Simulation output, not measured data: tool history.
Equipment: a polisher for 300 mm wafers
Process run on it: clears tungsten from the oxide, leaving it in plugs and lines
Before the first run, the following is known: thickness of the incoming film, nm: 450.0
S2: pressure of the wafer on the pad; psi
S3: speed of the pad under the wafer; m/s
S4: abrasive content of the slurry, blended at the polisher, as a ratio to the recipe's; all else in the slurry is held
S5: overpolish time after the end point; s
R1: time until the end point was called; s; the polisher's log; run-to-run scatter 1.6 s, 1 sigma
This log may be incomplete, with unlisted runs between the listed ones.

Run 1, hour 0: flow of slurry (ml/min) 235, S2 3.1 psi, S3 1.36 m/s, S4 1, S5 6 s. Result: R1 97.018 s.
Run 2, hour 4.2: flow of slurry (ml/min) 180, S2 3.1 psi, S3 1.36 m/s, S4 1, S5 6 s. Result: R1 99.596 s.
Run 3, hour 11.9: flow of slurry (ml/min) 140, S2 3.1 psi, S3 1.36 m/s, S4 1, S5 6 s. Result: R1 104.41 s.
Run 4, hour 14.6: flow of slurry (ml/min) 140, S2 2.7 psi, S3 1.36 m/s, S4 1, S5 6 s. Result: R1 120.25 s.
Run 5, hour 17.5: flow of slurry (ml/min) 140, S2 3.4 psi, S3 1.36 m/s, S4 1, S5 6 s. Result: R1 96.351 s.
Run 6, hour 19: flow of slurry (ml/min) 140, S2 3.4 psi, S3 1.36 m/s, S4 1.1, S5 6 s. Result: R1 92.626 s.

Run 7 comes next. What will it give?
Run 7, hour 26.5: flow of slurry (ml/min) 140, S2 2.9 psi, S3 1.34 m/s, S4 1.1, S5 6 s. Result: R1 ?.

R1: 108.49 s
